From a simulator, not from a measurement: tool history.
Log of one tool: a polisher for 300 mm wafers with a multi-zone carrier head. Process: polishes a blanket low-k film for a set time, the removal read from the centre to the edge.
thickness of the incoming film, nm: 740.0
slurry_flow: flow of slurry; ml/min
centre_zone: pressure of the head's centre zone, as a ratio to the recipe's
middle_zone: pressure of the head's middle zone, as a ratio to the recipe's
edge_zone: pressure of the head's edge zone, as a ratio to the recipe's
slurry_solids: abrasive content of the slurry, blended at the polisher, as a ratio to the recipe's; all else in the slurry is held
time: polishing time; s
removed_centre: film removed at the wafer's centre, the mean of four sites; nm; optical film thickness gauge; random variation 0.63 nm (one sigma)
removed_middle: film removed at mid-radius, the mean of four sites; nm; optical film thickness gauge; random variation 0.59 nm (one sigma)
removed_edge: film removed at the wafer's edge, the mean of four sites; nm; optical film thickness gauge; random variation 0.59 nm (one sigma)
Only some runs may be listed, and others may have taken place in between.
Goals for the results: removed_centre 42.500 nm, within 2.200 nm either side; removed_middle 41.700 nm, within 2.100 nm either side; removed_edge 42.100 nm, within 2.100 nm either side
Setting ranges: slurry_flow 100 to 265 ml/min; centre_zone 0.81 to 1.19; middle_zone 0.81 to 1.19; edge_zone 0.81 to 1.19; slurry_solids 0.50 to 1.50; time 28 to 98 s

Run 1, hour 0.0: slurry_flow 170 ml/min, centre_zone 1.00, middle_zone 1.00, edge_zone 1.00, slurry_solids 1.00, time 63 s. Result: removed_centre 31.583 nm, removed_middle 31.164 nm, removed_edge 31.472 nm.
Run 2, hour 8.7: slurry_flow 175 ml/min, centre_zone 1.01, middle_zone 1.01, edge_zone 1.02, slurry_solids 1.10, time 63 s. Result: removed_centre 32.424 nm, removed_middle 32.932 nm, removed_edge 32.336 nm.
Run 3, hour 9.3: slurry_flow 175 ml/min, centre_zone 1.02, middle_zone 1.00, edge_zone 1.03, slurry_solids 1.15, time 65 s. Result: removed_centre 34.969 nm, removed_middle 34.299 nm, removed_edge 33.579 nm.
Run 4, hour 12.9: slurry_flow 175 ml/min, centre_zone 1.02, middle_zone 0.96, edge_zone 1.03, slurry_solids 1.15, time 65 s. Result: removed_centre 35.008 nm, removed_middle 34.246 nm, removed_edge 33.668 nm.
Run 5, hour 15.5: slurry_flow 170 ml/min, centre_zone 1.02, middle_zone 0.94, edge_zone 1.05, slurry_solids 1.20, time 67 s. Result: removed_centre 36.138 nm, removed_middle 34.302 nm, removed_edge 36.018 nm.
Run 6, hour 17.8: slurry_flow 175 ml/min, centre_zone 1.02, middle_zone 0.94, edge_zone 1.06, slurry_solids 1.25, time 68 s. Result: removed_centre 37.834 nm, removed_middle 36.044 nm, removed_edge 37.001 nm.
Run 7, hour 19.9: slurry_flow 175 ml/min, centre_zone 1.02, middle_zone 0.94, edge_zone 1.07, slurry_solids 1.30, time 68 s. Result: removed_centre 37.084 nm, removed_middle 36.944 nm, removed_edge 36.491 nm.
Run 8, hour 23.0: slurry_flow 175 ml/min, centre_zone 1.02, middle_zone 0.93, edge_zone 1.07, slurry_solids 1.30, time 69 s. Result: removed_centre 37.768 nm, removed_middle 36.142 nm, removed_edge 38.093 nm.
Run 9, hour 30.6: slurry_flow 175 ml/min, centre_zone 1.02, middle_zone 0.93, edge_zone 1.07, slurry_solids 1.35, time 70 s. Result: removed_centre 39.765 nm, removed_middle 37.852 nm, removed_edge 39.473 nm.
Run 10, hour 38.9: slurry_flow 180 ml/min, centre_zone 1.02, middle_zone 0.94, edge_zone 1.07, slurry_solids 1.35, time 70 s. Result: removed_centre 39.209 nm, removed_middle 39.086 nm, removed_edge 39.602 nm.

Which of these 4 next moves meets every target?
Run A, hour 47.2: slurry_flow 120 ml/min, centre_zone 1.07, middle_zone 0.92, edge_zone 1.10, slurry_solids 0.95, time 82 s. Result: removed_centre ?, removed_middle ?, removed_edge ?.
Run B, hour 47.2: slurry_flow 195 ml/min, centre_zone 1.07, middle_zone 1.03, edge_zone 1.15, slurry_solids 1.50, time 69 s. Result: removed_centre ?, removed_middle ?, removed_edge ?.
Run C, hour 47.2: slurry_flow 150 ml/min, centre_zone 0.90, middle_zone 0.90, edge_zone 1.06, slurry_solids 1.35, time 74 s. Result: removed_centre ?, removed_middle ?, removed_edge ?.
Run D, hour 47.2: slurry_flow 130 ml/min, centre_zone 0.93, middle_zone 1.03, edge_zone 1.12, slurry_solids 1.45, time 71 s. Result: removed_centre ?, removed_middle ?, removed_edge ?.

move  removed_centre  removed_middle  removed_edge
   A          40.420          37.212        39.261
   B          43.254          41.589        41.492
   C          36.904          38.975        40.389
   D          36.293          39.795        39.889
A: the furthest-off result lands on target, but another misses its tolerance
B: every result lands within tolerance
C: its largest miss is bigger than the last run's
D: its largest miss is bigger than the last run's
So the answer is move B, the one that meets all the targets.
